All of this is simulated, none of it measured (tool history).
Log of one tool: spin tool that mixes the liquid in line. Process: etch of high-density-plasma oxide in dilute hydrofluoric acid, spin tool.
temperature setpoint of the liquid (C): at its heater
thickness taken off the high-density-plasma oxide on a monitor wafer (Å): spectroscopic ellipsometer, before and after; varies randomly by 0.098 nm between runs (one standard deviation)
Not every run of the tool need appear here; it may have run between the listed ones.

run	day	temperature setpoint of the liquid (C)	parts of water to one part of 49 % hydrofluoric acid (parts by volume)	time under the liquid (s)	thickness taken off the high-density-plasma oxide on a monitor wafer (Å)
1	0	25	240	295	59.479
2	0.346	27	220	295	71.669
3	0.429	25.5	220	295	68.053
4	0.521	27.5	205	295	79.436
# day 0.55: hydrofluoric acid flow meter replaced
5	0.55	29	195	295	77.441
6	0.792	29	195	320	84.322

Run 7 has not been measured yet. What should we expect?
7	1.05	29	175	320	?

{"run 7": {"thickness taken off the high-density-plasma oxide on a monitor wafer (Å)": 96.105}}
